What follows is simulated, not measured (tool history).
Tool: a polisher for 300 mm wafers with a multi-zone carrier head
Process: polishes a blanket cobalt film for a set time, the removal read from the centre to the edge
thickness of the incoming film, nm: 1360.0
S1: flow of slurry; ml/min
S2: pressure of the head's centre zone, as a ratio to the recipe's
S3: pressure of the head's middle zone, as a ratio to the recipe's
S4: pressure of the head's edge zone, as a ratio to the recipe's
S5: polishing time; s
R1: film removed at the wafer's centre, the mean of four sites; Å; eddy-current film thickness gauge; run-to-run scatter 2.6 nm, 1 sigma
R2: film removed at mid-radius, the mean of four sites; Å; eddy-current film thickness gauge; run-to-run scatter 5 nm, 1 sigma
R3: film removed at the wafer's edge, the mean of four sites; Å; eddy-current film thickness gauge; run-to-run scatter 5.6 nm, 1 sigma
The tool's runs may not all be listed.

{"run": 1, "hour": 0.0, "S1": 150, "S2": 1.0, "S3": 1.0, "S4": 1.0, "S5": 60, "R1": 4486.3, "R2": 4504.1, "R3": 4690.3}
{"run": 2, "hour": 2.5, "S1": 170, "S2": 1.0, "S3": 1.0, "S4": 1.0, "S5": 60, "R1": 4615.6, "R2": 4629.4, "R3": 4775.1}
{"run": 3, "hour": 4.2, "S1": 160, "S2": 1.01, "S3": 1.01, "S4": 0.95, "S5": 59, "R1": 4537.5, "R2": 4449.2, "R3": 4605.7}
{"run": 4, "hour": 7.2, "S1": 160, "S2": 1.07, "S3": 1.01, "S4": 0.95, "S5": 59, "R1": 4832.6, "R2": 4568.2, "R3": 4529.8}
{"run": 5, "hour": 13.8, "S1": 160, "S2": 1.07, "S3": 1.09, "S4": 0.95, "S5": 59, "R1": 4830.6, "R2": 4853.5, "R3": 4529.4}
{"run": 6, "hour": 17.1, "S1": 150, "S2": 1.07, "S3": 1.09, "S4": 0.92, "S5": 58, "R1": 4677.4, "R2": 4622.5, "R3": 4373.5}

Run 7, settings as shown, results not yet in. Your forecast:
{"hour": 18.1, "done": "slurry nozzle cleaned"}
{"run": 7, "hour": 18.1, "S1": 140, "S2": 1.07, "S3": 1.11, "S4": 0.9, "S5": 57, "R1": "?", "R2": "?", "R3": "?"}

{"run 7": {"R1": 4846.8, "R2": 4960.3, "R3": 4291.9}}
